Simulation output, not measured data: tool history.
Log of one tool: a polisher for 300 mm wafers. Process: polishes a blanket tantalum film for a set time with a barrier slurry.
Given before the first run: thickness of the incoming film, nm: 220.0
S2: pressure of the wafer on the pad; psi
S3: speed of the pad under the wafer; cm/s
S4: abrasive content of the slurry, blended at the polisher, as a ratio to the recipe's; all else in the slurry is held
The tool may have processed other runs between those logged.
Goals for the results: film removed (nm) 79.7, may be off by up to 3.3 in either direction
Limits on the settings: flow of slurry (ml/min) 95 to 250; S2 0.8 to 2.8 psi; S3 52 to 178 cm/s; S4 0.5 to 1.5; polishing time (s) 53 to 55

Run 1, hour 0: flow of slurry (ml/min) 160, S2 1.8 psi, S3 114 cm/s, S4 1, polishing time (s) 53. Result: film removed (nm) 100.02.
Run 2, hour 2.7: flow of slurry (ml/min) 200, S2 1.8 psi, S3 114 cm/s, S4 1, polishing time (s) 53. Result: film removed (nm) 104.4.
Run 3, hour 4: flow of slurry (ml/min) 195, S2 1.7 psi, S3 114 cm/s, S4 1, polishing time (s) 53. Result: film removed (nm) 100.34.
Run 4, hour 12.6: flow of slurry (ml/min) 195, S2 1.9 psi, S3 114 cm/s, S4 1, polishing time (s) 53. Result: film removed (nm) 109.98.
Run 5, hour 21.2: flow of slurry (ml/min) 190, S2 1.8 psi, S3 114 cm/s, S4 1, polishing time (s) 53. Result: film removed (nm) 103.78.
Run 6, hour 24.7: flow of slurry (ml/min) 185, S2 1.7 psi, S3 114 cm/s, S4 1, polishing time (s) 53. Result: film removed (nm) 97.703.
Run 7, hour 31.8: flow of slurry (ml/min) 180, S2 1.6 psi, S3 114 cm/s, S4 1, polishing time (s) 53. Result: film removed (nm) 94.845.
Run 8, hour 33.2: flow of slurry (ml/min) 180, S2 1.5 psi, S3 114 cm/s, S4 1, polishing time (s) 53. Result: film removed (nm) 87.495.
Run 9, hour 34.8: flow of slurry (ml/min) 175, S2 1.5 psi, S3 114 cm/s, S4 1, polishing time (s) 53. Result: film removed (nm) 85.396.

Which single option among these 4 for the next run brings every result within its allowed miss of target? Just one does.
Run A, hour 36.4: flow of slurry (ml/min) 175, S2 1.5 psi, S3 106 cm/s, S4 1.25, polishing time (s) 55. Result: film removed (nm) ?.
Run B, hour 36.4: flow of slurry (ml/min) 180, S2 1.6 psi, S3 94 cm/s, S4 1, polishing time (s) 55. Result: film removed (nm) ?.
Run C, hour 36.4: flow of slurry (ml/min) 190, S2 1.8 psi, S3 96 cm/s, S4 1.2, polishing time (s) 53. Result: film removed (nm) ?.
Run D, hour 36.4: flow of slurry (ml/min) 190, S2 1.6 psi, S3 92 cm/s, S4 1.45, polishing time (s) 55. Result: film removed (nm) ?.

move  film removed (nm)
   A             89.304
   B             78.447
   C             93.475
   D             87.689
A: further off than the last run
B: every result within its allowed miss
C: further off than the last run
D: further off than the last run
Go with B: it meets all targets.
